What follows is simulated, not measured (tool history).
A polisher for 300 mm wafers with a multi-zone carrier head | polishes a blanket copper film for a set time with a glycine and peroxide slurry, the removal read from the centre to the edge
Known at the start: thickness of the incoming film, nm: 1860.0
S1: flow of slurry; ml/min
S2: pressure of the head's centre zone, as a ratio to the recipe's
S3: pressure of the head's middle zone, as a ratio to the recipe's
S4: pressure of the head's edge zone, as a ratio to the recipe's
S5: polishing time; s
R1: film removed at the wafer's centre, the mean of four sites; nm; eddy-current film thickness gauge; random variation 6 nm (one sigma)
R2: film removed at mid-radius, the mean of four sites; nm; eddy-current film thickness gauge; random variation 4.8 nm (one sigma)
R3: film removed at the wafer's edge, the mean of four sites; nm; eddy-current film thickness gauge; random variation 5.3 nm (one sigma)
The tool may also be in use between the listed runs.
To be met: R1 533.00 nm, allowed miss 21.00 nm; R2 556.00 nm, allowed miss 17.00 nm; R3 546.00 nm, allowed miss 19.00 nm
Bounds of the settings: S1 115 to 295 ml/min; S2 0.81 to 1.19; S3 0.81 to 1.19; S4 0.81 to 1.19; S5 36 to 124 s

run  hour   S1    S2    S3    S4  S5      R1      R2      R3
  1   0.0  190  1.00  1.00  1.00  79  663.89  646.80  627.13
  2   8.5  190  1.00  0.96  1.00  79  652.87  644.88  620.01
  3  11.0  185  0.99  0.94  1.00  78  645.85  621.47  622.22
  4  18.7  185  0.99  0.94  1.06  78  653.29  623.73  634.28
  5  22.1  180  0.98  0.94  1.04  77  624.10  608.23  620.75
  6  31.1  175  0.97  0.94  1.02  76  602.52  596.10  598.97
  7  36.7  170  0.96  0.94  1.01  76  591.95  601.59  587.57
  8  44.1  165  0.95  0.93  1.01  76  591.84  583.60  596.90
  9  50.4  160  0.94  0.93  0.99  76  583.93  599.90  594.46
 10  58.6  160  0.94  0.93  0.98  75  581.15  583.36  588.38
 11  64.4  160  0.94  0.94  0.97  74  573.18  581.02  562.44
 12  71.7  155  0.93  0.94  0.97  74  578.89  569.43  566.42
 13  73.3  155  0.91  0.94  0.97  74  551.99  578.46  569.15
 14  74.0  150  0.91  0.94  0.97  74  548.89  577.51  564.00

5 next moves are on the table. One of them brings every result within its allowed miss. Which?
  A  74.7  150  0.84  0.83  1.18  69   ?   ?   ?
  B  74.7  150  0.92  0.91  0.93  78   ?   ?   ?
  C  74.7  170  0.94  0.99  1.03  69   ?   ?   ?
  D  74.7  225  1.07  1.15  0.90  67   ?   ?   ?
  E  74.7  135  0.94  0.84  1.05  77   ?   ?   ?

move      R1      R2      R3
   A  490.82  505.20  573.86
   B  590.44  593.88  576.36
   C  541.05  555.17  542.04
   D  599.25  599.39  506.12
   E  580.84  557.45  596.49
A: takes the result that was furthest off past its target
B: further off than the last run
C: meets every target
D: further off than the last run
E: brings the result that was furthest off to its target, and leaves another outside
Move C is the one to make.

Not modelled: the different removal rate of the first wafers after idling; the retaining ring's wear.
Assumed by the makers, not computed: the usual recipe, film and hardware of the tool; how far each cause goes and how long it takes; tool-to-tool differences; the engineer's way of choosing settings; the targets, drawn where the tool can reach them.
